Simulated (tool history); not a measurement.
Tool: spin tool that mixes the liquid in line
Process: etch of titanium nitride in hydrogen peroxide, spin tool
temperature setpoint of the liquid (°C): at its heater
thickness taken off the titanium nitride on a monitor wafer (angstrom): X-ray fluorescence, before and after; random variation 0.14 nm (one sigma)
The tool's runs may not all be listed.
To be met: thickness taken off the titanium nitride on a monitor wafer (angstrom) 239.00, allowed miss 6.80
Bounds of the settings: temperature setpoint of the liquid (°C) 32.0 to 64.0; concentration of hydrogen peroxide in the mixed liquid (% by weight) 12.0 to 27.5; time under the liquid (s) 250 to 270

run  hour  temperature setpoint of the liquid (°C)  concentration of hydrogen peroxide in the mixed liquid (% by weight)  time under the liquid (s)  thickness taken off the titanium nitride on a monitor wafer (angstrom)
  1   0.0                                     48.0                                                                  18.5                        250                                                                  103.81
  2   2.0                                     49.5                                                                  18.5                        250                                                                  116.80
  3   4.2                                     52.5                                                                  18.5                        250                                                                  144.14
  4   9.2                                     52.5                                                                  18.5                        250                                                                  141.45
  5  16.6                                     52.5                                                                  20.0                        250                                                                  144.93
  6  18.5                                     52.5                                                                  21.5                        250                                                                  149.01
  7  26.9                                     53.5                                                                  21.5                        250                                                                  157.24
  8  31.0                                     54.0                                                                  21.5                        250                                                                  165.22
  9  39.7                                     54.5                                                                  21.5                        250                                                                  169.51
 10  48.3                                     55.0                                                                  21.5                        250                                                                  176.74
 11  53.6                                     55.5                                                                  21.5                        250                                                                  182.36
 12  62.0                                     60.0                                                                  21.5                        250                                                                  249.91

5 next moves are on the table. One of them brings every result within its allowed miss. Which?
  A  70.4                                     60.0                                                                  26.0                        250                                                                       ?
  B  70.4                                     60.0                                                                  23.5                        255                                                                       ?
  C  70.4                                     60.5                                                                  19.5                        250                                                                       ?
  D  70.4                                     58.5                                                                  22.5                        265                                                                       ?
  E  70.4                                     60.0                                                                  21.5                        270                                                                       ?

move  thickness taken off the titanium nitride on a monitor wafer (angstrom)
   A                                                                  256.50
   B                                                                  255.93
   C                                                                  249.34
   D                                                                  237.82
   E                                                                  265.82
A: further off than the last run
B: further off than the last run
C: nearer than the last run, and not there yet
D: meets every target
E: further off than the last run
Move D is the one to make.

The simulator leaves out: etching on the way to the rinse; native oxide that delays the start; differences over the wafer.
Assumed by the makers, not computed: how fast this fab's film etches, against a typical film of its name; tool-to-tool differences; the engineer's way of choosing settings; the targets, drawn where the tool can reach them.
